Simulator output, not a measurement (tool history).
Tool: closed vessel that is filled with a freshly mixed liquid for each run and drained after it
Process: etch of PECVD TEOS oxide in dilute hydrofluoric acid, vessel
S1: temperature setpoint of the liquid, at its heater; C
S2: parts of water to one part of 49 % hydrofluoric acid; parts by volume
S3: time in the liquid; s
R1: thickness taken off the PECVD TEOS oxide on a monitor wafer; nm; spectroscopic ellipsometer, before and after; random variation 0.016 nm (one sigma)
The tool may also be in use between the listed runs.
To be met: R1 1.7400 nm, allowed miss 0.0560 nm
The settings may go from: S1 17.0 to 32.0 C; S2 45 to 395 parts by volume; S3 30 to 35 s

Run 1, day 0.000: S1 24.0 C, S2 220 parts by volume, S3 35 s. Result: R1 2.6940 nm.
Run 2, day 0.333: S1 22.0 C, S2 230 parts by volume, S3 35 s. Result: R1 2.3531 nm.
Run 3, day 0.621: S1 22.0 C, S2 180 parts by volume, S3 35 s. Result: R1 3.1242 nm.
Run 4, day 0.717: S1 22.0 C, S2 180 parts by volume, S3 30 s. Result: R1 2.6933 nm.
Run 5, day 0.800: S1 24.0 C, S2 180 parts by volume, S3 30 s. Result: R1 2.9867 nm.
Run 6, day 1.000: S1 22.0 C, S2 200 parts by volume, S3 30 s. Result: R1 2.3952 nm.
Run 7, day 1.208: S1 20.5 C, S2 205 parts by volume, S3 30 s. Result: R1 2.2212 nm.
Run 8, day 1.317: S1 19.5 C, S2 210 parts by volume, S3 30 s. Result: R1 2.0791 nm.

5 next moves are on the table. One of them brings every result within its allowed miss. Which?
Run A, day 1.425: S1 20.0 C, S2 225 parts by volume, S3 35 s. Result: R1 ?.
Run B, day 1.425: S1 20.5 C, S2 205 parts by volume, S3 35 s. Result: R1 ?.
Run C, day 1.425: S1 17.5 C, S2 225 parts by volume, S3 30 s. Result: R1 ?.
Run D, day 1.425: S1 17.0 C, S2 205 parts by volume, S3 30 s. Result: R1 ?.
Run E, day 1.425: S1 21.0 C, S2 190 parts by volume, S3 30 s. Result: R1 ?.

move      R1
   A  2.2658
   B  2.5845
   C  1.7635
   D  1.9324
   E  2.4734
A: further off than the last run
B: further off than the last run
C: meets every target
D: nearer than the last run, and not there yet
E: further off than the last run
Move C is the one to make.

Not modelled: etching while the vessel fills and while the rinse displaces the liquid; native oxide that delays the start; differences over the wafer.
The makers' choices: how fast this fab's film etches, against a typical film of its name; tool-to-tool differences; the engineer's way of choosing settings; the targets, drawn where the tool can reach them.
